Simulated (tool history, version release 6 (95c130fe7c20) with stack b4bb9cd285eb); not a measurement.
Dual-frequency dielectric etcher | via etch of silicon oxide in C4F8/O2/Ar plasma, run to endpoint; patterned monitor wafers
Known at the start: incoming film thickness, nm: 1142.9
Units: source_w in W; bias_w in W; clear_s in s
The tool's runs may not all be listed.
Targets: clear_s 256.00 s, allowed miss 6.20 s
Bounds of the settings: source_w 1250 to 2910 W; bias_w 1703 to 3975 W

run  hour  source_w  bias_w  clear_s
  1   0.0      2080    2839   214.08
  2   8.5      2390    2839   202.94
  3  11.4      2250    2749   209.39
  4  18.9      1960    2749   222.47
  5  19.8      2100    2749   217.31
  6  22.6      2000    2713   219.44
  7  31.2      1900    2644   225.78
  8  39.7      1820    2599   229.83

5 next moves are on the table. One of them brings every result within its allowed miss. Which?
  A  48.2      1320    1958        ?
  B  48.2      1310    2317        ?
  C  48.2      1430    2428        ?
  D  48.2      1310    2184        ?
  E  48.2      2100    3017        ?

move  clear_s
   A   275.25
   B   265.80
   C   254.29
   D   269.44
   E   208.30
A: takes the result that was furthest off past its target
B: takes the result that was furthest off past its target
C: meets every target
D: takes the result that was furthest off past its target
E: further off than the last run
Move C is the one to make.

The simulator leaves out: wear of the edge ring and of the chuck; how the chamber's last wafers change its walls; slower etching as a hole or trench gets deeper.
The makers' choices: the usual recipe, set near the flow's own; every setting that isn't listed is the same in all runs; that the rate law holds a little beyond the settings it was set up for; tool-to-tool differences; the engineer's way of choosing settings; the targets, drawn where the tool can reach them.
